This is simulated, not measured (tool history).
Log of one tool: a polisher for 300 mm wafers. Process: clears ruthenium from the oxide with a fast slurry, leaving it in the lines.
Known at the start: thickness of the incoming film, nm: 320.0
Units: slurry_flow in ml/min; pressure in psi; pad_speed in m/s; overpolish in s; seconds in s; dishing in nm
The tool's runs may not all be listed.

{"run": 1, "hour": 0.0, "slurry_flow": 230, "pressure": 2.7, "pad_speed": 1.22, "slurry_solids": 1, "overpolish": 11, "seconds": 59.981, "dishing": 53.161}
{"run": 2, "hour": 1.5, "slurry_flow": 175, "pressure": 2.7, "pad_speed": 1.22, "slurry_solids": 1, "overpolish": 11, "seconds": 61.933, "dishing": 51.327}
{"run": 3, "hour": 7.0, "slurry_flow": 175, "pressure": 2.7, "pad_speed": 1.48, "slurry_solids": 1, "overpolish": 11, "seconds": 54.404, "dishing": 61.315}
{"run": 4, "hour": 13.3, "slurry_flow": 175, "pressure": 2.7, "pad_speed": 1.48, "slurry_solids": 1, "overpolish": 9, "seconds": 53.224, "dishing": 50.179}
{"run": 5, "hour": 16.3, "slurry_flow": 175, "pressure": 2.7, "pad_speed": 1.48, "slurry_solids": 0.9, "overpolish": 9, "seconds": 56.644, "dishing": 48.923}
{"run": 6, "hour": 22.2, "slurry_flow": 190, "pressure": 2.7, "pad_speed": 1.34, "slurry_solids": 1, "overpolish": 8, "seconds": 56.968, "dishing": 42.258}
{"run": 7, "hour": 29.1, "slurry_flow": 255, "pressure": 2.5, "pad_speed": 1, "slurry_solids": 1.25, "overpolish": 3, "seconds": 66.947, "dishing": 14.22}

Forecast run 8:
{"run": 8, "hour": 32.9, "slurry_flow": 255, "pressure": 2.6, "pad_speed": 1, "slurry_solids": 1.25, "overpolish": 3, "seconds": "?", "dishing": "?"}

Run 8 gave seconds 65.138 s, dishing 14.978 nm.

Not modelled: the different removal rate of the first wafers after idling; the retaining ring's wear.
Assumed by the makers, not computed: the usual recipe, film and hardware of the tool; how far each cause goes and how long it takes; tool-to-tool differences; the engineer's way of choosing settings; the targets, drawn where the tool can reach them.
